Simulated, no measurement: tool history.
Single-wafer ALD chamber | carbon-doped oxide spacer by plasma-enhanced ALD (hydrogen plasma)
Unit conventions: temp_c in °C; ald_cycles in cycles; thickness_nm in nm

run 1 hour=0 | temp_c=390 ald_cycles=469 | thickness_nm=25.46
run 2 hour=8.8 | temp_c=381 ald_cycles=469 | thickness_nm=25.453
run 3 hour=14.9 | temp_c=381 ald_cycles=502 | thickness_nm=27.17
run 4 hour=17.2 | temp_c=381 ald_cycles=451 | thickness_nm=24.476
run 5 hour=23.4 | temp_c=387 ald_cycles=451 | thickness_nm=24.543
run 6 hour=32.1 | temp_c=391 ald_cycles=451 | thickness_nm=24.564
run 7 hour=39.9 | temp_c=391 ald_cycles=415 | thickness_nm=22.572
-- hour=44.9 thermocouple changed; heater temperature recalibrated
run 8 hour=44.9 | temp_c=391 ald_cycles=393 | thickness_nm=21.229

Run 9, settings as shown, results not yet in. Your forecast:
run 9 hour=50.8 | temp_c=391 ald_cycles=344 | thickness_nm=?

Run 9 gave thickness_nm 18.612 nm.
